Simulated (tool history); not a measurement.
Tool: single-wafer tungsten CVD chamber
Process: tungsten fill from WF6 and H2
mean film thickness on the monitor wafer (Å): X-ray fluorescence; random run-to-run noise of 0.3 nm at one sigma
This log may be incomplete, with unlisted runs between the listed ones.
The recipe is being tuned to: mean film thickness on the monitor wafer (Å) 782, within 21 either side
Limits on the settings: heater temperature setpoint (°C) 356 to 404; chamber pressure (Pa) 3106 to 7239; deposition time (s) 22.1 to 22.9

run  hour  heater temperature setpoint (°C)  chamber pressure (Pa)  deposition time (s)  mean film thickness on the monitor wafer (Å)
  1     0                               380                   5173                 22.1                                        487.16
  2   4.2                               384                   5173                 22.1                                         541.1
  3  10.6                               379                   5173                 22.1                                        479.17
  4  17.4                               385                   5173                 22.1                                        550.34
  5  26.1                               387                   5186                 22.1                                         573.8
  6  33.5                               387                   5999                 22.1                                        609.99
  7  34.4                               388                   6013                 22.1                                        625.96
  8  38.6                               389                   6026                 22.1                                        642.14
  9  41.2                               400                   6106                 22.1                                        815.77

Which single option among these 4 for the next run brings every result within its allowed miss of target? Just one does.
  A  43.8                               397                   6599                 22.1                                             ?
  B  43.8                               401                   5986                 22.9                                             ?
  C  43.8                               395                   6493                 22.1                                             ?
  D  43.8                               400                   6133                 22.4                                             ?

move  mean film thickness on the monitor wafer (Å)
   A                                        793.36
   B                                        856.61
   C                                        755.22
   D                                        829.37
A: every result within its allowed miss
B: the biggest miss grows against the last run
C: takes the result that was furthest off past its target
D: the biggest miss grows against the last run
A meets every target.
